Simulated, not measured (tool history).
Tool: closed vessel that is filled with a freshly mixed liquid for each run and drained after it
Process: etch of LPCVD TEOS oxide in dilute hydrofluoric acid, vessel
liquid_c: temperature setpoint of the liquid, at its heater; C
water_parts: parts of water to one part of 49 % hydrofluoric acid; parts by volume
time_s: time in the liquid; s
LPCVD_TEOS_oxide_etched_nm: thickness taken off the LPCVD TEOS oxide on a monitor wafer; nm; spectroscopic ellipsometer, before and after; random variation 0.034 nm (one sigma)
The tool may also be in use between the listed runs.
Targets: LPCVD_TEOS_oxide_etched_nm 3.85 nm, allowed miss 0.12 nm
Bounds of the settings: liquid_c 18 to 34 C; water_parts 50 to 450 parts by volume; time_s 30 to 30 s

run 1 hour=0 | liquid_c=26 water_parts=250 time_s=30 | LPCVD_TEOS_oxide_etched_nm=5.485
run 2 hour=4.7 | liquid_c=23.5 water_parts=250 time_s=30 | LPCVD_TEOS_oxide_etched_nm=5.0262
run 3 hour=10 | liquid_c=23.5 water_parts=250 time_s=30 | LPCVD_TEOS_oxide_etched_nm=5.1027
run 4 hour=15.8 | liquid_c=23 water_parts=255 time_s=30 | LPCVD_TEOS_oxide_etched_nm=4.8477
run 5 hour=21.3 | liquid_c=22.5 water_parts=255 time_s=30 | LPCVD_TEOS_oxide_etched_nm=4.7355
run 6 hour=23.1 | liquid_c=24 water_parts=255 time_s=30 | LPCVD_TEOS_oxide_etched_nm=5.0125
run 7 hour=30.5 | liquid_c=23.5 water_parts=255 time_s=30 | LPCVD_TEOS_oxide_etched_nm=4.9847
run 8 hour=34.4 | liquid_c=23 water_parts=260 time_s=30 | LPCVD_TEOS_oxide_etched_nm=4.6789
run 9 hour=37.5 | liquid_c=22.5 water_parts=260 time_s=30 | LPCVD_TEOS_oxide_etched_nm=4.637
run 10 hour=44.8 | liquid_c=22 water_parts=260 time_s=30 | LPCVD_TEOS_oxide_etched_nm=4.5316
run 11 hour=51.6 | liquid_c=21.5 water_parts=260 time_s=30 | LPCVD_TEOS_oxide_etched_nm=4.472
run 12 hour=52.5 | liquid_c=21.5 water_parts=260 time_s=30 | LPCVD_TEOS_oxide_etched_nm=4.517
run 13 hour=55.6 | liquid_c=18 water_parts=275 time_s=30 | LPCVD_TEOS_oxide_etched_nm=3.6584
run 14 hour=63.6 | liquid_c=18 water_parts=275 time_s=30 | LPCVD_TEOS_oxide_etched_nm=3.6589

Which of these 5 next moves meets every target?
run A hour=71.6 | liquid_c=26 water_parts=355 time_s=30 | LPCVD_TEOS_oxide_etched_nm=?
run B hour=71.6 | liquid_c=18.5 water_parts=270 time_s=30 | LPCVD_TEOS_oxide_etched_nm=?
run C hour=71.6 | liquid_c=20.5 water_parts=310 time_s=30 | LPCVD_TEOS_oxide_etched_nm=?
run D hour=71.6 | liquid_c=20 water_parts=295 time_s=30 | LPCVD_TEOS_oxide_etched_nm=?
run E hour=71.6 | liquid_c=18 water_parts=285 time_s=30 | LPCVD_TEOS_oxide_etched_nm=?

move=A LPCVD_TEOS_oxide_etched_nm=3.5297
move=B LPCVD_TEOS_oxide_etched_nm=3.8545
move=C LPCVD_TEOS_oxide_etched_nm=3.488
move=D LPCVD_TEOS_oxide_etched_nm=3.648
move=E LPCVD_TEOS_oxide_etched_nm=3.5366
A: further off than the last run
B: meets every target
C: further off than the last run
D: further off than the last run
E: further off than the last run
The right move is B.
